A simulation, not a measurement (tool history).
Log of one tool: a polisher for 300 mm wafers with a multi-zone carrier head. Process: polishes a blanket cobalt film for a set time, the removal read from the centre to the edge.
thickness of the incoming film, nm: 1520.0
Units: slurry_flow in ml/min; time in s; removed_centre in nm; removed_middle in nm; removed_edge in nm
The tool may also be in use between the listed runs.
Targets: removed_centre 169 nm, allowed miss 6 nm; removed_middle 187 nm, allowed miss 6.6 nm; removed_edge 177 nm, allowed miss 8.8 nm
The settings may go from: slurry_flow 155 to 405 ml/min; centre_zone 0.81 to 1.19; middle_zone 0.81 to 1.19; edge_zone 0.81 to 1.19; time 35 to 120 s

run  hour  slurry_flow  centre_zone  middle_zone  edge_zone  time  removed_centre  removed_middle  removed_edge
  1     0          260            1            1          1    77          302.09          309.71        294.84
  2   2.5          255         0.97         0.98       0.97    68          259.94          265.21        257.89
  3  11.1          250         0.94         0.98       0.94    61          222.68           239.8        231.68
  4    12          250         0.93         0.98       0.91    56          208.82          216.79        209.75
  5  20.3          225         0.93         0.98       0.91    56          203.94          213.81        202.13
  6  29.2          225         0.93         0.89       0.91    56          204.63          197.95        205.56
  7  35.9          215         0.84         0.95       0.83    47           159.6          175.84        163.93
  8  39.5          230         0.85         0.95       0.84    47          161.83          176.93        168.69
  9  46.8          240         0.86         0.96       0.85    47          163.48          180.74        166.95

Which of these 4 next moves meets every target?
  A  54.1          235         0.84         1.06       0.81    45               ?               ?             ?
  B  54.1          260         0.83         1.02       0.86    45               ?               ?             ?
  C  54.1          280         0.89         0.95       0.81    46               ?               ?             ?
  D  54.1          225         0.89            1       0.92    48               ?               ?             ?

move  removed_centre  removed_middle  removed_edge
   A          151.54          188.53        157.43
   B          152.35          184.72        163.25
   C          164.66           179.3        163.69
   D          166.96          190.25         177.2
A: further off than the last run
B: further off than the last run
C: further off than the last run
D: meets every target
The right move is D.

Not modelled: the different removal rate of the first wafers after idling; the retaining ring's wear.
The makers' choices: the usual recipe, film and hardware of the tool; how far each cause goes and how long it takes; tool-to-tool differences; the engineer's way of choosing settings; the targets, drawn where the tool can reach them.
